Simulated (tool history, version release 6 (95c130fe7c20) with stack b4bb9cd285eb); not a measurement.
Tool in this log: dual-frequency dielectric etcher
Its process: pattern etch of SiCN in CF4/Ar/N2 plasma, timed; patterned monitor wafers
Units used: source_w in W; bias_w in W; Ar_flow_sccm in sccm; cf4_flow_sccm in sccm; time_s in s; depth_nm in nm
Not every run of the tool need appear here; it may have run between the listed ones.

Run 1, hour 0.0: source_w 450 W, bias_w 72 W, Ar_flow_sccm 130 sccm, cf4_flow_sccm 75 sccm, time_s 70.0 s. Result: depth_nm 55.559 nm.
Run 2, hour 4.3: source_w 450 W, bias_w 72 W, Ar_flow_sccm 130 sccm, cf4_flow_sccm 82 sccm, time_s 70.0 s. Result: depth_nm 56.500 nm.
Run 3, hour 7.7: source_w 420 W, bias_w 72 W, Ar_flow_sccm 130 sccm, cf4_flow_sccm 82 sccm, time_s 70.0 s. Result: depth_nm 52.855 nm.
Run 4, hour 11.4: source_w 400 W, bias_w 72 W, Ar_flow_sccm 130 sccm, cf4_flow_sccm 82 sccm, time_s 70.0 s. Result: depth_nm 50.000 nm.
Run 5, hour 19.2: source_w 400 W, bias_w 72 W, Ar_flow_sccm 130 sccm, cf4_flow_sccm 82 sccm, time_s 70.0 s. Result: depth_nm 50.070 nm.
Run 6, hour 21.2: source_w 400 W, bias_w 81 W, Ar_flow_sccm 130 sccm, cf4_flow_sccm 82 sccm, time_s 70.0 s. Result: depth_nm 51.888 nm.
Run 7, hour 23.1: source_w 380 W, bias_w 81 W, Ar_flow_sccm 130 sccm, cf4_flow_sccm 82 sccm, time_s 70.0 s. Result: depth_nm 48.991 nm.
Run 8, hour 30.5: source_w 370 W, bias_w 81 W, Ar_flow_sccm 130 sccm, cf4_flow_sccm 82 sccm, time_s 70.0 s. Result: depth_nm 47.866 nm.

The next listed run, before its measurement:
Run 9, hour 35.4: source_w 360 W, bias_w 81 W, Ar_flow_sccm 130 sccm, cf4_flow_sccm 82 sccm, time_s 70.0 s. Result: depth_nm ?.

depth_nm: 46.142 nm
